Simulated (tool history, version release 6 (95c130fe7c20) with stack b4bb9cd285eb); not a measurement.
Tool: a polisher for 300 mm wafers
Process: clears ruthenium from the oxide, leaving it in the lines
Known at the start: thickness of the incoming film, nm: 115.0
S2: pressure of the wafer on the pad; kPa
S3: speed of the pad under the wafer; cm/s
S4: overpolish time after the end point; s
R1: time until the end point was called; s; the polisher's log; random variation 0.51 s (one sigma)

Run 1, hour 0.0: flow of slurry (ml/min) 145, S2 18.6 kPa, S3 102 cm/s, S4 41 s. Result: R1 81.430 s.
Run 2, hour 3.7: flow of slurry (ml/min) 150, S2 20.7 kPa, S3 104 cm/s, S4 41 s. Result: R1 72.238 s.
Run 3, hour 6.3: flow of slurry (ml/min) 150, S2 20.7 kPa, S3 104 cm/s, S4 44 s. Result: R1 72.361 s.
Run 4, hour 8.6: flow of slurry (ml/min) 150, S2 22.1 kPa, S3 106 cm/s, S4 44 s. Result: R1 67.544 s.
Run 5, hour 10.0: flow of slurry (ml/min) 155, S2 23.4 kPa, S3 110 cm/s, S4 44 s. Result: R1 59.357 s.
Run 6, hour 13.9: flow of slurry (ml/min) 175, S2 23.4 kPa, S3 110 cm/s, S4 44 s. Result: R1 59.587 s.
Run 7, hour 16.0: flow of slurry (ml/min) 175, S2 24.1 kPa, S3 112 cm/s, S4 44 s. Result: R1 56.578 s.
Run 8, hour 19.1: flow of slurry (ml/min) 175, S2 24.8 kPa, S3 114 cm/s, S4 44 s. Result: R1 54.267 s.
Run 9, hour 20.0: flow of slurry (ml/min) 175, S2 25.5 kPa, S3 116 cm/s, S4 44 s. Result: R1 53.180 s.

The next listed run, before its measurement:
Run 10, hour 27.9: flow of slurry (ml/min) 175, S2 26.2 kPa, S3 118 cm/s, S4 44 s. Result: R1 ?.

R1: 50.000 s
